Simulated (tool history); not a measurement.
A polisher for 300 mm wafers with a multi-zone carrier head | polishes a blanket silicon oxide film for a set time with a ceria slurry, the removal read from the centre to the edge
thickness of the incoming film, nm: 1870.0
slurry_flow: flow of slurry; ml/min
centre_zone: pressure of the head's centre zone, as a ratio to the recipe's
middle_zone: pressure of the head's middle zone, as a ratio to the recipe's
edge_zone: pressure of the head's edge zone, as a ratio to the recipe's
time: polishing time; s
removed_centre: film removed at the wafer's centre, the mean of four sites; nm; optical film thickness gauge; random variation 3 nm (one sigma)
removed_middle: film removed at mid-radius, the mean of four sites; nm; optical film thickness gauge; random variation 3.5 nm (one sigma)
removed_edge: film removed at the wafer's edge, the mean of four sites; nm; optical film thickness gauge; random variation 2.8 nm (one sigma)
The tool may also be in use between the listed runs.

run	day	slurry_flow	centre_zone	middle_zone	edge_zone	time	removed_centre	removed_middle	removed_edge
1	0	200	1	1	1	49	324.73	326.9	328.04
2	0.367	200	1	0.92	1	49	321.37	306.68	324.61
3	0.575	170	1	0.92	1	49	318.08	299.4	322.09
4	0.783	175	1	0.93	0.97	48	314.28	295.68	313.26
5	0.862	175	0.96	0.93	0.97	48	297.64	302.88	306
6	1.162	175	0.97	0.94	0.95	48	306.41	301.61	310.85

Run 7 comes next. What will it give?
7	1.333	180	0.98	0.96	0.93	47	?	?	?

Run 7 gave removed_centre 306.48 nm, removed_middle 306.43 nm, removed_edge 304.99 nm.
